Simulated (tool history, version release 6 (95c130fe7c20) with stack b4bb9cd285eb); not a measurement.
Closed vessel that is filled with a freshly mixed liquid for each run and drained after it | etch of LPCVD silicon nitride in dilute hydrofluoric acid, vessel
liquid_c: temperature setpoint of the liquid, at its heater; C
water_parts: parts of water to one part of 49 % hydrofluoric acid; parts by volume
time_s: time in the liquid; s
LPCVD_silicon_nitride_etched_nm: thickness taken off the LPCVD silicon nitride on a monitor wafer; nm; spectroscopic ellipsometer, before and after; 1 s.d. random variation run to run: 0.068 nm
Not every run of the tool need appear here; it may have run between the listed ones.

run,day,liquid_c,water_parts,time_s,LPCVD_silicon_nitride_etched_nm
1,0.000,22.0,110,3190,14.439
2,0.233,21.0,115,3190,12.828
3,0.288,20.0,120,3190,11.481
4,0.646,23.5,120,3190,14.484
5,0.958,23.5,120,3400,15.520
6,1.167,21.0,120,3400,13.314
7,1.379,20.0,125,3400,11.585

For run 8, what comes out?
8,1.725,19.5,125,3400,?

LPCVD_silicon_nitride_etched_nm: 11.374 nm
